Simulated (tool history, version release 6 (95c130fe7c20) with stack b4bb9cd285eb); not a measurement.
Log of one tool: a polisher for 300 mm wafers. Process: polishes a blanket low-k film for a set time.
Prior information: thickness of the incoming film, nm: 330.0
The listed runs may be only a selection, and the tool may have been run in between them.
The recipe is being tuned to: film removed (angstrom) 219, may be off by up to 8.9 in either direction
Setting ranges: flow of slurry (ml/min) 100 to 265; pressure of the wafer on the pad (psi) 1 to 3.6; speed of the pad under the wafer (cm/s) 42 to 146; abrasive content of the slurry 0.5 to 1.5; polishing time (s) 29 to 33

run,hour,flow of slurry (ml/min),pressure of the wafer on the pad (psi),speed of the pad under the wafer (cm/s),abrasive content of the slurry,polishing time (s),film removed (angstrom)
1,0,170,2.3,94,1,33,137.91
2,6,170,2.5,94,1,33,150.39
3,14.9,170,2.5,94,1.15,33,159.51
4,16.6,170,2.6,94,1.15,33,163.95
5,18.8,170,2.2,94,1.15,33,143.36
6,21.1,170,2.4,94,1.15,33,153.58
7,26,170,2.5,94,1.15,33,162.97
8,28.3,170,2.6,94,1.15,33,167.38
9,36.3,170,2.7,94,1.15,33,172.5

Pick the move, out of 4, that brings all results within their allowed miss; only one does.
A,44.3,120,3.6,108,1,29,?
B,44.3,220,3.1,106,1.2,32,?
C,44.3,145,2.8,80,1.2,29,?
D,44.3,205,3.2,106,1.5,32,?

move,film removed (angstrom)
A,190.93
B,217.74
C,140.48
D,242.92
A: closer than the last run, but not yet in spec
B: every result lands within tolerance
C: lands further from the targets than the last run did
D: takes the result that was furthest off past its target
Move B is the one to make.
